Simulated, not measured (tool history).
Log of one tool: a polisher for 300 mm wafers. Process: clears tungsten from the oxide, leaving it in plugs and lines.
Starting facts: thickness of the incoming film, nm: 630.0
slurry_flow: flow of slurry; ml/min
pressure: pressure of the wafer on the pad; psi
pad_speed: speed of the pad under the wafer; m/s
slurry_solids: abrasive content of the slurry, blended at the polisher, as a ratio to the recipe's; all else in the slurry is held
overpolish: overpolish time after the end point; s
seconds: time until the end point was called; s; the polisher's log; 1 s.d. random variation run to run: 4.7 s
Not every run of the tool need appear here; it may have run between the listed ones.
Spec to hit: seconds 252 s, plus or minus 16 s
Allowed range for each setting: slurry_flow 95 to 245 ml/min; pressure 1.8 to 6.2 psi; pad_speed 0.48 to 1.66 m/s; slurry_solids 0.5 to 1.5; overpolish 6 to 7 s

run,hour,slurry_flow,pressure,pad_speed,slurry_solids,overpolish,seconds
1,0,155,4,1.06,1,7,133.58
2,1,155,3.6,1.04,1,7,149.53
3,6.4,155,3.6,1.04,1,7,144.25
4,10.3,155,3.3,1,1,7,162.23
5,11.3,130,3.3,1,1,7,171.55
6,16,165,3.3,1,1,7,164
7,21.3,165,3.1,0.98,1,7,172.38
8,27.9,165,2.9,0.96,1,7,195.21

4 next moves are on the table. One of them brings every result within its allowed miss. Which?
A,34.5,170,3.2,0.92,1.05,7,?
B,34.5,100,2.1,1.12,0.8,7,?
C,34.5,180,2.7,0.94,0.95,6,?
D,34.5,180,2.7,1.12,1,7,?

move,seconds
A,174.7
B,254.13
C,201.09
D,173.12
A: moves away from the targets compared with the last run
B: hits every target within its allowed miss
C: moves toward the targets from the last run without getting all of them in spec
D: moves away from the targets compared with the last run
So the answer is move B, the one that meets all the targets.

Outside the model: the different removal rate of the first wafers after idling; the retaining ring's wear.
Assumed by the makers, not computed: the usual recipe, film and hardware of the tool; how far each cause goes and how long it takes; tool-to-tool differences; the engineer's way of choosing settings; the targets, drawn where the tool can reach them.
